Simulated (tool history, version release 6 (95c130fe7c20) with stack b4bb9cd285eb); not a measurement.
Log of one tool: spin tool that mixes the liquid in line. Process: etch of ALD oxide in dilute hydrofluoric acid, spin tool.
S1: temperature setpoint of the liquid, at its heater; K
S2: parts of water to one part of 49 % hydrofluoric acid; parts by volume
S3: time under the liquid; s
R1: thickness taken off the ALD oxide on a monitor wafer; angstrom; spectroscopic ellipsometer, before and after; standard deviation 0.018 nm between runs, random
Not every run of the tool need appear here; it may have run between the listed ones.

| run | hour | S1 | S2 | S3 | R1 |
|---|---|---|---|---|---|
| 1 | 0.0 | 294.15 | 230 | 65 | 47.893 |
| 2 | 4.7 | 292.15 | 230 | 65 | 45.013 |
| 3 | 13.1 | 291.65 | 255 | 65 | 38.558 |
| 4 | 19.3 | 290.15 | 255 | 65 | 36.684 |
| 5 | 26.8 | 290.15 | 270 | 65 | 34.551 |
| 6 | 31.5 | 290.15 | 285 | 65 | 31.946 |
| 7 | 39.0 | 290.15 | 295 | 65 | 30.787 |
| 8 | 42.5 | 290.15 | 300 | 65 | 30.262 |

Expected results for the next run?
| 9 | 47.8 | 290.15 | 305 | 65 | ? |

Logged for run 9: R1 29.501 angstrom.

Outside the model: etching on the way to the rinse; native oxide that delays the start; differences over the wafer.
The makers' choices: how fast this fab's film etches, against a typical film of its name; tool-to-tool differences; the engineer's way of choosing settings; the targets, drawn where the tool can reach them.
